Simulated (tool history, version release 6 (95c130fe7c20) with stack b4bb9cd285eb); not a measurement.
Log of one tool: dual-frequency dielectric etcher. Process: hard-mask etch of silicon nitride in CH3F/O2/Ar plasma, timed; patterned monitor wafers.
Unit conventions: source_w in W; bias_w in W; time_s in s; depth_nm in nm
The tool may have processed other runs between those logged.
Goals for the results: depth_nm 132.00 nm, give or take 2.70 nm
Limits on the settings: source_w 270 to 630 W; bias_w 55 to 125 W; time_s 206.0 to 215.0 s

run,day,source_w,bias_w,time_s,depth_nm
1,0.000,450,90,206.0,155.30
2,0.183,410,88,206.0,144.98
3,0.450,390,88,206.0,140.91
4,0.483,390,100,206.0,147.85
5,0.804,390,100,215.0,154.56
6,1.096,360,99,215.0,144.99
7,1.379,350,99,215.0,143.72
8,1.712,340,99,215.0,140.70
9,1.879,280,97,215.0,121.49
10,2.029,330,98,215.0,138.27
11,2.054,320,98,215.0,135.59
12,2.192,320,98,215.0,135.47

Which of these 5 next moves meets every target?
A,2.329,300,100,206.0,?
B,2.329,300,103,215.0,?
C,2.329,290,109,206.0,?
D,2.329,310,117,211.5,?
E,2.329,320,83,213.5,?

move,depth_nm
A,124.87
B,131.82
C,125.78
D,139.65
E,126.53
A: the result that was furthest off in the last run now lies on the other side of its target
B: every result lands within tolerance
C: the result that was furthest off in the last run now lies on the other side of its target
D: misses by more than the last run did
E: the result that was furthest off in the last run now lies on the other side of its target
Move B is the one to make.

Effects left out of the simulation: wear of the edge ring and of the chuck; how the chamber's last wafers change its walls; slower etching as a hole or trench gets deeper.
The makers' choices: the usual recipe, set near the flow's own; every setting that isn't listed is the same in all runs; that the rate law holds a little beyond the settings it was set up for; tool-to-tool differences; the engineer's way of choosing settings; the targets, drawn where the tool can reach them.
